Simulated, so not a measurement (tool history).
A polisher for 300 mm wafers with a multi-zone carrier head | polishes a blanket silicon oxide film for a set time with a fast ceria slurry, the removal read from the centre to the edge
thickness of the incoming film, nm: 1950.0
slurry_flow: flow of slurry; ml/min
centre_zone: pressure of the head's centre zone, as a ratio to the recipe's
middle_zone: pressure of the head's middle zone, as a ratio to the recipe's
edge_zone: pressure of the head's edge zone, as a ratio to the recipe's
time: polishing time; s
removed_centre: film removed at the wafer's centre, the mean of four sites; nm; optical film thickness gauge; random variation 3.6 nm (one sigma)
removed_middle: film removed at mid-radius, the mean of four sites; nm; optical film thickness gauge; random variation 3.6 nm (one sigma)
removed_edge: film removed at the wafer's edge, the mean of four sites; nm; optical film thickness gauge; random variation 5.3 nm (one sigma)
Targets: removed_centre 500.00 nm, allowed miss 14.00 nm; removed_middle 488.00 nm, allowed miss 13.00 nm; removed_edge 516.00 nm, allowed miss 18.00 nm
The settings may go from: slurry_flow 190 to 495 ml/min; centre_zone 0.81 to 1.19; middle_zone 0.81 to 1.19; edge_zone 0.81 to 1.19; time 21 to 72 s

run 1 hour=0.0 | slurry_flow=320 centre_zone=1.00 middle_zone=1.00 edge_zone=1.00 time=46 | removed_centre=778.02 removed_middle=767.74 removed_edge=766.03
run 2 hour=8.0 | slurry_flow=320 centre_zone=1.04 middle_zone=1.00 edge_zone=1.00 time=46 | removed_centre=813.27 removed_middle=772.20 removed_edge=761.62
run 3 hour=10.5 | slurry_flow=320 centre_zone=1.04 middle_zone=1.00 edge_zone=0.95 time=46 | removed_centre=812.82 removed_middle=758.64 removed_edge=747.39
run 4 hour=12.5 | slurry_flow=315 centre_zone=1.00 middle_zone=0.98 edge_zone=0.93 time=42 | removed_centre=709.42 removed_middle=696.53 removed_edge=694.39
run 5 hour=19.6 | slurry_flow=345 centre_zone=1.00 middle_zone=0.98 edge_zone=0.93 time=42 | removed_centre=718.17 removed_middle=691.33 removed_edge=694.21
run 6 hour=26.1 | slurry_flow=350 centre_zone=0.99 middle_zone=0.97 edge_zone=0.92 time=38 | removed_centre=643.71 removed_middle=626.47 removed_edge=612.15
run 7 hour=30.4 | slurry_flow=355 centre_zone=0.97 middle_zone=0.94 edge_zone=0.92 time=36 | removed_centre=598.82 removed_middle=575.39 removed_edge=596.36
run 8 hour=35.2 | slurry_flow=360 centre_zone=0.96 middle_zone=0.93 edge_zone=0.91 time=34 | removed_centre=560.15 removed_middle=540.44 removed_edge=555.71
run 9 hour=43.6 | slurry_flow=365 centre_zone=0.95 middle_zone=0.92 edge_zone=0.90 time=33 | removed_centre=541.41 removed_middle=519.83 removed_edge=541.46
run 10 hour=45.6 | slurry_flow=365 centre_zone=0.94 middle_zone=0.91 edge_zone=0.89 time=33 | removed_centre=523.94 removed_middle=512.67 removed_edge=531.22
run 11 hour=48.8 | slurry_flow=360 centre_zone=0.94 middle_zone=0.90 edge_zone=0.88 time=33 | removed_centre=526.51 removed_middle=513.38 removed_edge=535.83
run 12 hour=57.8 | slurry_flow=360 centre_zone=0.94 middle_zone=0.89 edge_zone=0.87 time=33 | removed_centre=524.13 removed_middle=504.06 removed_edge=529.62
run 13 hour=62.2 | slurry_flow=360 centre_zone=0.93 middle_zone=0.88 edge_zone=0.86 time=33 | removed_centre=532.29 removed_middle=502.21 removed_edge=527.15
run 14 hour=70.6 | slurry_flow=360 centre_zone=0.92 middle_zone=0.88 edge_zone=0.86 time=33 | removed_centre=512.16 removed_middle=500.80 removed_edge=520.88
run 15 hour=71.7 | slurry_flow=360 centre_zone=0.92 middle_zone=0.87 edge_zone=0.86 time=33 | removed_centre=519.87 removed_middle=495.48 removed_edge=532.93

Which of these 4 next moves meets every target?
run A hour=72.8 | slurry_flow=325 centre_zone=0.84 middle_zone=0.87 edge_zone=0.86 time=33 | removed_centre=? removed_middle=? removed_edge=?
run B hour=72.8 | slurry_flow=365 centre_zone=0.96 middle_zone=0.97 edge_zone=0.81 time=31 | removed_centre=? removed_middle=? removed_edge=?
run C hour=72.8 | slurry_flow=425 centre_zone=0.96 middle_zone=0.88 edge_zone=0.83 time=32 | removed_centre=? removed_middle=? removed_edge=?
run D hour=72.8 | slurry_flow=435 centre_zone=0.93 middle_zone=0.92 edge_zone=0.95 time=31 | removed_centre=? removed_middle=? removed_edge=?

move=A removed_centre=472.50 removed_middle=485.65 removed_edge=530.08
move=B removed_centre=514.18 removed_middle=502.74 removed_edge=490.44
move=C removed_centre=537.46 removed_middle=485.80 removed_edge=516.13
move=D removed_centre=505.32 removed_middle=488.40 removed_edge=526.84
A: takes the result that was furthest off past its target
B: as far off as the last run
C: further off than the last run
D: meets every target
The right move is D.

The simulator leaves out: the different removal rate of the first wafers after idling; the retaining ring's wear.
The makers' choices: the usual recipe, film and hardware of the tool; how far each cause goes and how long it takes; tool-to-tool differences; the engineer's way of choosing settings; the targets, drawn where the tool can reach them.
